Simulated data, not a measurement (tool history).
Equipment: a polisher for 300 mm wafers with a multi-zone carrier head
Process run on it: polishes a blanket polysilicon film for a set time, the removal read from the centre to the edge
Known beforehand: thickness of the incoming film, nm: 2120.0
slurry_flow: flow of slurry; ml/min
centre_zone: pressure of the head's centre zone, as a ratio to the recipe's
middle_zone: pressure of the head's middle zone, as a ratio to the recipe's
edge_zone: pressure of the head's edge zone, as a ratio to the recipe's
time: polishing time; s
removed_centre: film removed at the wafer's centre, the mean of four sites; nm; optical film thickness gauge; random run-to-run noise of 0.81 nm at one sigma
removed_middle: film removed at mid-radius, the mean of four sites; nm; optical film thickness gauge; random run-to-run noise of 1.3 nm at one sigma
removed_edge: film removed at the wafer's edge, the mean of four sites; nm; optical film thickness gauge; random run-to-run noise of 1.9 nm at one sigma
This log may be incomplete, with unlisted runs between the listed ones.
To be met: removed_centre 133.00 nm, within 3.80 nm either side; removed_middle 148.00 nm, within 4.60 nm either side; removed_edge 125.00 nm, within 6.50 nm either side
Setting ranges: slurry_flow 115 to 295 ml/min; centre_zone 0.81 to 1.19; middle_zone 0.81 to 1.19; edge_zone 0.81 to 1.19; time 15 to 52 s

Run 1, hour 0.0: slurry_flow 190 ml/min, centre_zone 1.00, middle_zone 1.00, edge_zone 1.00, time 33 s. Result: removed_centre 234.06 nm, removed_middle 234.91 nm, removed_edge 227.79 nm.
Run 2, hour 5.9: slurry_flow 190 ml/min, centre_zone 0.98, middle_zone 1.02, edge_zone 0.94, time 27 s. Result: removed_centre 184.37 nm, removed_middle 199.78 nm, removed_edge 181.05 nm.
Run 3, hour 10.2: slurry_flow 190 ml/min, centre_zone 0.98, middle_zone 1.01, edge_zone 0.90, time 24 s. Result: removed_centre 166.90 nm, removed_middle 175.67 nm, removed_edge 158.40 nm.
Run 4, hour 15.0: slurry_flow 190 ml/min, centre_zone 0.97, middle_zone 1.01, edge_zone 0.87, time 22 s. Result: removed_centre 150.80 nm, removed_middle 161.09 nm, removed_edge 139.35 nm.
Run 5, hour 17.3: slurry_flow 215 ml/min, centre_zone 0.97, middle_zone 1.01, edge_zone 0.87, time 22 s. Result: removed_centre 153.47 nm, removed_middle 163.55 nm, removed_edge 141.91 nm.
Run 6, hour 23.9: slurry_flow 215 ml/min, centre_zone 0.92, middle_zone 1.01, edge_zone 0.87, time 22 s. Result: removed_centre 144.78 nm, removed_middle 163.96 nm, removed_edge 146.14 nm.
Run 7, hour 28.2: slurry_flow 210 ml/min, centre_zone 0.93, middle_zone 1.01, edge_zone 0.85, time 21 s. Result: removed_centre 139.63 nm, removed_middle 156.39 nm, removed_edge 138.11 nm.
Run 8, hour 33.9: slurry_flow 175 ml/min, centre_zone 0.97, middle_zone 1.04, edge_zone 0.81, time 19 s. Result: removed_centre 127.41 nm, removed_middle 140.12 nm, removed_edge 118.90 nm.
Run 9, hour 40.3: slurry_flow 185 ml/min, centre_zone 0.97, middle_zone 1.04, edge_zone 0.82, time 19 s. Result: removed_centre 128.49 nm, removed_middle 144.20 nm, removed_edge 119.78 nm.
Run 10, hour 45.0: slurry_flow 190 ml/min, centre_zone 0.97, middle_zone 1.04, edge_zone 0.83, time 19 s. Result: removed_centre 129.46 nm, removed_middle 142.43 nm, removed_edge 123.00 nm.

Exactly one of the 4 candidate moves below puts every result within its allowed miss. Which one?
Run A, hour 49.7: slurry_flow 205 ml/min, centre_zone 1.03, middle_zone 1.12, edge_zone 0.96, time 18 s. Result: removed_centre ?, removed_middle ?, removed_edge ?.
Run B, hour 49.7: slurry_flow 185 ml/min, centre_zone 1.11, middle_zone 1.11, edge_zone 0.81, time 17 s. Result: removed_centre ?, removed_middle ?, removed_edge ?.
Run C, hour 49.7: slurry_flow 190 ml/min, centre_zone 0.99, middle_zone 1.18, edge_zone 0.82, time 18 s. Result: removed_centre ?, removed_middle ?, removed_edge ?.
Run D, hour 49.7: slurry_flow 295 ml/min, centre_zone 1.11, middle_zone 1.14, edge_zone 0.81, time 17 s. Result: removed_centre ?, removed_middle ?, removed_edge ?.

move  removed_centre  removed_middle  removed_edge
   A          131.98          145.74        122.22
   B          131.93          134.32        105.57
   C          125.17          150.68        112.65
   D          141.36          146.21        110.53
A: each result inside its tolerance
B: the biggest miss grows against the last run
C: puts the biggest miss on target and leaves a different result outside tolerance
D: puts the biggest miss on target and leaves a different result outside tolerance
The move that meets every target is A.
